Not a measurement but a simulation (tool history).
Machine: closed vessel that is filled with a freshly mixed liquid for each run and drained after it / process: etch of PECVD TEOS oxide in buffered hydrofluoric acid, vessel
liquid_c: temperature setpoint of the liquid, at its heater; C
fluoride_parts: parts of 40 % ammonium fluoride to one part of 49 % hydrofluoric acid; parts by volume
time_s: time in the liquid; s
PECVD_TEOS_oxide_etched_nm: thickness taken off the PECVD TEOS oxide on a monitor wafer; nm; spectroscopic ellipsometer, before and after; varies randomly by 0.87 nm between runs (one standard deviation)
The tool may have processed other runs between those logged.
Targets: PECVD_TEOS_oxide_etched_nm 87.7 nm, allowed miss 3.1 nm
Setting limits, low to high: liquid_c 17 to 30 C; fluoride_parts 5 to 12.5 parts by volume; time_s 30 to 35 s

Run 1, hour 0: liquid_c 22 C, fluoride_parts 7.5 parts by volume, time_s 35 s. Result: PECVD_TEOS_oxide_etched_nm 77.706 nm.
Run 2, hour 8.8: liquid_c 20.5 C, fluoride_parts 7.5 parts by volume, time_s 35 s. Result: PECVD_TEOS_oxide_etched_nm 71.247 nm.
Run 3, hour 11.2: liquid_c 20.5 C, fluoride_parts 7.5 parts by volume, time_s 30 s. Result: PECVD_TEOS_oxide_etched_nm 62.078 nm.
Run 4, hour 17: liquid_c 20.5 C, fluoride_parts 7.5 parts by volume, time_s 30 s. Result: PECVD_TEOS_oxide_etched_nm 61.176 nm.
Run 5, hour 18.7: liquid_c 18 C, fluoride_parts 7.5 parts by volume, time_s 30 s. Result: PECVD_TEOS_oxide_etched_nm 53.664 nm.
At hour 21.9: hydrofluoric acid flow meter replaced.
Run 6, hour 21.9: liquid_c 21.5 C, fluoride_parts 7.5 parts by volume, time_s 30 s. Result: PECVD_TEOS_oxide_etched_nm 58.22 nm.
Run 7, hour 26.6: liquid_c 22 C, fluoride_parts 7 parts by volume, time_s 30 s. Result: PECVD_TEOS_oxide_etched_nm 64.061 nm.
Run 8, hour 30.3: liquid_c 23.5 C, fluoride_parts 6.5 parts by volume, time_s 30 s. Result: PECVD_TEOS_oxide_etched_nm 74.672 nm.
Run 9, hour 36.1: liquid_c 24 C, fluoride_parts 6.5 parts by volume, time_s 30 s. Result: PECVD_TEOS_oxide_etched_nm 76.107 nm.
Run 10, hour 42.7: liquid_c 24 C, fluoride_parts 6.5 parts by volume, time_s 30 s. Result: PECVD_TEOS_oxide_etched_nm 77.504 nm.
Run 11, hour 48.3: liquid_c 24.5 C, fluoride_parts 6.5 parts by volume, time_s 30 s. Result: PECVD_TEOS_oxide_etched_nm 79.729 nm.
Run 12, hour 53.3: liquid_c 25 C, fluoride_parts 6.5 parts by volume, time_s 30 s. Result: PECVD_TEOS_oxide_etched_nm 81.429 nm.
Run 13, hour 60.8: liquid_c 25 C, fluoride_parts 6.5 parts by volume, time_s 30 s. Result: PECVD_TEOS_oxide_etched_nm 82.326 nm.

Which one of the following 4 next-run settings gets every result inside its allowed miss? There is exactly one.
Run A, hour 68.3: liquid_c 25 C, fluoride_parts 7 parts by volume, time_s 30 s. Result: PECVD_TEOS_oxide_etched_nm ?.
Run B, hour 68.3: liquid_c 22.5 C, fluoride_parts 5 parts by volume, time_s 30 s. Result: PECVD_TEOS_oxide_etched_nm ?.
Run C, hour 68.3: liquid_c 24.5 C, fluoride_parts 6.5 parts by volume, time_s 30 s. Result: PECVD_TEOS_oxide_etched_nm ?.
Run D, hour 68.3: liquid_c 23 C, fluoride_parts 6 parts by volume, time_s 30 s. Result: PECVD_TEOS_oxide_etched_nm ?.

move  PECVD_TEOS_oxide_etched_nm
   A                      76.981
   B                       89.58
   C                        79.9
   D                      78.907
A: further off than the last run
B: all results in spec
C: further off than the last run
D: further off than the last run
The right move is B.

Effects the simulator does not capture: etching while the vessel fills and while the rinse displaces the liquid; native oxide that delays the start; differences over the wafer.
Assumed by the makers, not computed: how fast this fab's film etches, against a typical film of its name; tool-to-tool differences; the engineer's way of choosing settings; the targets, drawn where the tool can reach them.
